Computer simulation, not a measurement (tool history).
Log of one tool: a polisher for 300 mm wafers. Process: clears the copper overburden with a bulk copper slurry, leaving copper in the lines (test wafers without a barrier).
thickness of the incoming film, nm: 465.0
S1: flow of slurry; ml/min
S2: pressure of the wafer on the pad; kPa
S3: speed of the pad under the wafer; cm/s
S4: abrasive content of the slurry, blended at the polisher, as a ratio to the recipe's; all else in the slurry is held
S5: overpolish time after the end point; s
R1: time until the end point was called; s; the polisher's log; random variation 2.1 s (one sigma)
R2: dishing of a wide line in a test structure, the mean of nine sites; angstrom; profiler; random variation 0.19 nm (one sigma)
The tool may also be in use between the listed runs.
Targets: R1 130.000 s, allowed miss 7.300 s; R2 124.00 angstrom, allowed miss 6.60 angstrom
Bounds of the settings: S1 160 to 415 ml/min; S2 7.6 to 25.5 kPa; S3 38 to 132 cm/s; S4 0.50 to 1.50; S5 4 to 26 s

run 1 hour=0.0 | S1=265 S2=16.5 S3=84 S4=1.00 S5=13 | R1=80.805 R2=552.31
run 2 hour=1.2 | S1=265 S2=16.5 S3=98 S4=1.00 S5=13 | R1=71.167 R2=630.85
run 3 hour=9.3 | S1=265 S2=16.5 S3=98 S4=1.00 S5=16 | R1=69.587 R2=724.59
run 4 hour=14.8 | S1=265 S2=16.5 S3=110 S4=1.00 S5=16 | R1=63.102 R2=754.58
run 5 hour=18.1 | S1=240 S2=14.5 S3=104 S4=0.90 S5=13 | R1=77.938 R2=569.98
run 6 hour=25.2 | S1=280 S2=13.1 S3=90 S4=1.05 S5=11 | R1=95.173 R2=414.17
run 7 hour=32.7 | S1=310 S2=11.7 S3=84 S4=1.15 S5=9 | R1=109.790 R2=308.26
run 8 hour=40.7 | S1=335 S2=11.0 S3=82 S4=1.25 S5=8 | R1=116.360 R2=264.81
run 9 hour=47.4 | S1=355 S2=10.3 S3=80 S4=1.30 S5=7 | R1=124.980 R2=221.95
run 10 hour=52.0 | S1=370 S2=9.7 S3=80 S4=1.35 S5=6 | R1=128.480 R2=181.24
run 11 hour=58.4 | S1=380 S2=9.0 S3=82 S4=1.40 S5=6 | R1=133.100 R2=174.32
run 12 hour=62.2 | S1=390 S2=9.0 S3=84 S4=1.40 S5=6 | R1=129.260 R2=174.92
run 13 hour=65.4 | S1=395 S2=9.0 S3=84 S4=1.40 S5=6 | R1=131.730 R2=179.91
run 14 hour=70.1 | S1=400 S2=9.0 S3=84 S4=1.40 S5=6 | R1=133.710 R2=181.57
run 15 hour=71.2 | S1=360 S2=9.0 S3=82 S4=1.40 S5=6 | R1=135.800 R2=172.94
run 16 hour=72.1 | S1=315 S2=9.0 S3=86 S4=1.40 S5=6 | R1=131.910 R2=180.00

4 next moves are on the table. One of them brings every result within its allowed miss. Which?
run A hour=73.0 | S1=295 S2=7.6 S3=102 S4=1.50 S5=4 | R1=? R2=?
run B hour=73.0 | S1=300 S2=9.0 S3=100 S4=1.50 S5=4 | R1=? R2=?
run C hour=73.0 | S1=335 S2=9.0 S3=100 S4=1.45 S5=4 | R1=? R2=?
run D hour=73.0 | S1=345 S2=11.7 S3=62 S4=1.25 S5=13 | R1=? R2=?

move=A R1=129.200 R2=129.32
move=B R1=112.410 R2=148.09
move=C R1=112.390 R2=148.12
move=D R1=142.670 R2=348.40
A: meets every target
B: nearer than the last run, and not there yet
C: nearer than the last run, and not there yet
D: further off than the last run
Move A is the one to make.
